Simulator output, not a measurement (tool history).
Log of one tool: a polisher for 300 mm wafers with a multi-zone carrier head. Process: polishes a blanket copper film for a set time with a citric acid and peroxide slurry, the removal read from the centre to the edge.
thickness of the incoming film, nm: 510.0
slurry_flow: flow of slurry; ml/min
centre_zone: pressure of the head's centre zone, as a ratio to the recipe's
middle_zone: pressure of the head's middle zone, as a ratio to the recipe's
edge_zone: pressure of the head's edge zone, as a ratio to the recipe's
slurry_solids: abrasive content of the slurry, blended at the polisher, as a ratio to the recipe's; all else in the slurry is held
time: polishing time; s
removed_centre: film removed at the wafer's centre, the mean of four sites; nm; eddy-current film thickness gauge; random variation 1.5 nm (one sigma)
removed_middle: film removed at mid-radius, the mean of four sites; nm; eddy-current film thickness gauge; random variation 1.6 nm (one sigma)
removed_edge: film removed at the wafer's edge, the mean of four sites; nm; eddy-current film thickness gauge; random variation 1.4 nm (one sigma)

Run 1, day 0.000: slurry_flow 255 ml/min, centre_zone 1.00, middle_zone 1.00, edge_zone 1.00, slurry_solids 1.00, time 46 s. Result: removed_centre 96.734 nm, removed_middle 97.683 nm, removed_edge 102.930 nm.
Run 2, day 0.150: slurry_flow 255 ml/min, centre_zone 1.00, middle_zone 1.00, edge_zone 1.00, slurry_solids 1.00, time 36 s. Result: removed_centre 76.520 nm, removed_middle 75.272 nm, removed_edge 80.587 nm.
Run 3, day 0.258: slurry_flow 255 ml/min, centre_zone 0.95, middle_zone 1.00, edge_zone 1.00, slurry_solids 1.00, time 36 s. Result: removed_centre 74.078 nm, removed_middle 75.611 nm, removed_edge 79.836 nm.
Run 4, day 0.562: slurry_flow 255 ml/min, centre_zone 1.00, middle_zone 1.00, edge_zone 1.00, slurry_solids 1.00, time 36 s. Result: removed_centre 77.308 nm, removed_middle 75.980 nm, removed_edge 79.693 nm.
Run 5, day 0.642: slurry_flow 260 ml/min, centre_zone 1.01, middle_zone 1.03, edge_zone 1.00, slurry_solids 1.05, time 38 s. Result: removed_centre 81.377 nm, removed_middle 84.394 nm, removed_edge 85.952 nm.
Run 6, day 0.921: slurry_flow 260 ml/min, centre_zone 1.01, middle_zone 1.03, edge_zone 0.93, slurry_solids 1.05, time 38 s. Result: removed_centre 83.091 nm, removed_middle 83.645 nm, removed_edge 82.224 nm.

Forecast run 7:
Run 7, day 1.225: slurry_flow 265 ml/min, centre_zone 1.03, middle_zone 1.05, edge_zone 0.94, slurry_solids 1.10, time 40 s. Result: removed_centre ?, removed_middle ?, removed_edge ?.

{"run 7": {"removed_centre": 88.716, "removed_middle": 91.863, "removed_edge": 88.341}}
